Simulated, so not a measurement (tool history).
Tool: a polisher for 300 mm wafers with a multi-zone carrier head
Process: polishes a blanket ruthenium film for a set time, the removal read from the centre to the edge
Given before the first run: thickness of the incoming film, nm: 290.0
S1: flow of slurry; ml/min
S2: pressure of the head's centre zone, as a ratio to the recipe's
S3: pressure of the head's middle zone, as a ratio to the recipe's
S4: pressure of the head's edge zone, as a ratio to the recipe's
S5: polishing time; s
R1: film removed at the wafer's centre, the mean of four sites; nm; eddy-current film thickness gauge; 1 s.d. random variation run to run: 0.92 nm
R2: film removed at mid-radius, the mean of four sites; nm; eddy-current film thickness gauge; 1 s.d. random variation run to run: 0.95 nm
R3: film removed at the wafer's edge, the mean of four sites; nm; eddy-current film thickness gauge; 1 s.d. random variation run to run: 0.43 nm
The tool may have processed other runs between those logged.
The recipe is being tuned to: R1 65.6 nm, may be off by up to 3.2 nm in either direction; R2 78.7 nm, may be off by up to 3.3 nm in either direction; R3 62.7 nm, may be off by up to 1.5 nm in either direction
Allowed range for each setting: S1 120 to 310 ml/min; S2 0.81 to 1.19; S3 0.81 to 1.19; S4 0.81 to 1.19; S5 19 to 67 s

run	day	S1	S2	S3	S4	S5	R1	R2	R3
1	0	200	1	1	1	43	42.972	48.451	46.708
2	0.308	235	1	1	1	43	45.668	48.965	47.541
3	0.404	235	1.01	1.04	0.99	46	48.788	54.882	50.768
4	0.504	240	1.03	1.07	0.99	48	51.213	57.364	53.656
5	0.571	240	1.03	0.99	0.99	48	52.315	54.411	53.304
6	0.833	240	0.96	0.99	0.99	48	47.88	54.728	52.98
7	0.858	245	0.98	1.03	0.96	50	50.502	58.8	54.42
8	1.029	255	1	1.07	0.94	52	54.02	63.846	55.861
9	1.238	260	1.02	1.1	0.94	53	57.917	67.153	56.998
10	1.283	265	1.02	1.12	0.94	54	58.339	68.105	58.313
# day 1.562: centre zone pressure recalibrated
11	1.562	265	1.02	1.13	0.93	55	65.289	70.51	58.865
12	1.833	270	1	1.14	0.93	56	63.988	73.738	59.722
13	2.117	270	0.99	1.15	0.94	56	64.293	73.823	60.297
14	2.138	270	0.97	1.16	0.95	56	61.493	72.906	61.041

Consider the 5 candidate settings below. Which is the only one whose results all fall within their allowed miss of target?
A	2.158	290	0.86	1.19	0.89	59	?	?	?
B	2.158	295	0.96	1.16	0.89	59	?	?	?
C	2.158	310	1.07	1.17	0.89	55	?	?	?
D	2.158	250	0.88	1.18	0.91	59	?	?	?
E	2.158	275	0.86	1.18	0.91	57	?	?	?

move	R1	R2	R3
A	58.256	80.011	62.775
B	65.195	78.352	62.878
C	68.146	73.882	58.814
D	58.616	78.21	62.696
E	55.951	76.331	61.032
A: brings the last run's worst result on target, with another outside its allowed miss
B: in spec on every target
C: further off than the last run
D: brings the last run's worst result on target, with another outside its allowed miss
E: brings the last run's worst result on target, with another outside its allowed miss
Answer: B
